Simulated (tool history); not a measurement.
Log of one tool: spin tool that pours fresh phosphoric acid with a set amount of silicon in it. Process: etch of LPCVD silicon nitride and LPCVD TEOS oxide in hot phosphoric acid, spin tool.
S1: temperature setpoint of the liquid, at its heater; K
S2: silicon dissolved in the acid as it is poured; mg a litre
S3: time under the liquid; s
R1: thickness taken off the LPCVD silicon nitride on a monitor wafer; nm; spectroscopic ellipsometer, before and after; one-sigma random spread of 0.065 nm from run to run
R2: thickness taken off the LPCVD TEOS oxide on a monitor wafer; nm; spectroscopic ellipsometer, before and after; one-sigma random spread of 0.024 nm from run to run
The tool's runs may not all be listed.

run	hour	S1	S2	S3	R1	R2
1	0.0	432.15	12.5	180	14.163	0.87077
2	3.4	432.15	11.5	175	13.915	0.82592
3	10.5	432.15	4.5	175	13.880	0.96197
4	15.6	432.15	4.0	170	13.457	0.91755
5	20.8	432.15	4.0	230	18.295	1.29100
6	28.6	430.15	4.0	230	17.071	1.10840
7	34.2	430.15	4.0	230	17.165	1.11470
8	38.8	430.65	3.5	215	16.051	1.11640
9	42.3	430.65	3.0	205	15.417	1.06190
10	45.3	431.15	2.5	195	14.950	1.04240

Run 11 has not been measured yet. What should we expect?
11	47.4	431.65	2.0	185	?	?

R1: 14.344 nm
R2: 1.05950 nm
